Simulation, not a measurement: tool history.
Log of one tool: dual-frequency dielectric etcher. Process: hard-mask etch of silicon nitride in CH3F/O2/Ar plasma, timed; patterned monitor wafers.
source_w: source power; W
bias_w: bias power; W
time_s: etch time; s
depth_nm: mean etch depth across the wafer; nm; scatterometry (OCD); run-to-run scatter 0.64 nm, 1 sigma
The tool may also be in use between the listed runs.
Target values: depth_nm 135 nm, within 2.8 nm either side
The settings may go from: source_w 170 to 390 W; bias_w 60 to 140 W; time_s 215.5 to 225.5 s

| run | hour | source_w | bias_w | time_s | depth_nm |
|---|---|---|---|---|---|
| 1 | 0 | 280 | 100 | 215.5 | 155.28 |
| 2 | 0.6 | 280 | 100 | 225.5 | 162.38 |
| 3 | 4 | 330 | 100 | 225.5 | 171.44 |
| 4 | 12.2 | 300 | 93 | 224.5 | 158.44 |
| 5 | 15.9 | 300 | 93 | 225.5 | 159.56 |
| 6 | 22.7 | 320 | 93 | 225.5 | 164.41 |
| 7 | 30.2 | 290 | 90 | 225 | 153.64 |
| 8 | 35.6 | 270 | 89 | 225 | 149.2 |
| 9 | 41.1 | 260 | 88 | 225 | 145.48 |
| 10 | 48.8 | 250 | 88 | 225 | 143.02 |
| 11 | 53.1 | 240 | 88 | 225 | 141.34 |
| 12 | 57.6 | 230 | 88 | 225 | 138.51 |

Pick the move, out of 4, that brings all results within their allowed miss; only one does.
| A | 62.1 | 250 | 88 | 222 | ? |
| B | 62.1 | 200 | 92 | 225 | ? |
| C | 62.1 | 180 | 109 | 221.5 | ? |
| D | 62.1 | 240 | 98 | 216 | ? |

| move | depth_nm |
|---|---|
| A | 142.36 |
| B | 136.32 |
| C | 143.12 |
| D | 145.82 |
A: further off than the last run
B: meets every target
C: further off than the last run
D: further off than the last run
Go with B: it meets all targets.
